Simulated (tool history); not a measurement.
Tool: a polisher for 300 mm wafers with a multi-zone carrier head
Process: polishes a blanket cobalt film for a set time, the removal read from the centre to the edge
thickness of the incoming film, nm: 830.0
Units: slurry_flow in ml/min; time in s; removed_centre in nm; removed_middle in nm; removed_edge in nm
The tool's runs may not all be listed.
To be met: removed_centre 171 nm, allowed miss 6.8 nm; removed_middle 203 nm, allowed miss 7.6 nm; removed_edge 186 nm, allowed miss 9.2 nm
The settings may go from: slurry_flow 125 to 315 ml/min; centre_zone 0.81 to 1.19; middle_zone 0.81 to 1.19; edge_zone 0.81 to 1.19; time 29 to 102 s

run	day	slurry_flow	centre_zone	middle_zone	edge_zone	time	removed_centre	removed_middle	removed_edge
1	0	205	1	1	1	65	274.64	268.34	272.38
2	0.3	205	1	0.96	1	65	276.43	255.78	286.79
3	0.342	205	1	0.96	1	79	335.71	313.38	334.75
4	0.5	200	0.97	0.98	0.97	71	284.98	287.56	300.78
5	0.538	200	0.97	1.05	0.97	71	291.22	301.78	297.64
6	0.658	200	0.97	1.05	0.97	84	348	361.37	360.91
7	0.917	200	0.96	1.06	0.96	74	303.44	323.78	315.75
8	1.096	200	0.95	1.07	0.95	65	259.93	287.08	273.54
9	1.262	200	0.94	1.07	0.94	59	238.64	258.68	245.67
10	1.292	200	0.92	1.07	0.93	55	211.89	240.51	228.75
11	1.45	200	0.91	1.07	0.91	52	200.5	228.05	215.22
12	1.8	200	0.9	1.07	0.89	51	195.2	223	204.28
13	2.096	195	0.88	1.06	0.88	51	190.6	217.81	203.04
14	2.379	190	0.86	1.06	0.87	51	184.2	218.19	204.09
15	2.475	190	0.86	1.06	0.86	50	178.56	216.91	200.03
16	2.633	170	0.88	1.03	0.81	47	171.48	196.04	180.12
17	2.7	170	0.88	1.04	0.82	47	168.46	194.2	182.24

Which of these 4 next moves meets every target?
A	2.767	150	0.84	0.97	0.88	48	?	?	?
B	2.767	165	0.87	1.06	0.84	49	?	?	?
C	2.767	135	0.88	0.91	0.92	52	?	?	?
D	2.767	150	0.91	0.94	0.91	48	?	?	?

move	removed_centre	removed_middle	removed_edge
A	159.98	183.67	184.9
B	172.7	205.67	186.89
C	177.2	184.59	201.6
D	173.39	178.82	187.9
A: further off than the last run
B: meets every target
C: further off than the last run
D: further off than the last run
The right move is B.

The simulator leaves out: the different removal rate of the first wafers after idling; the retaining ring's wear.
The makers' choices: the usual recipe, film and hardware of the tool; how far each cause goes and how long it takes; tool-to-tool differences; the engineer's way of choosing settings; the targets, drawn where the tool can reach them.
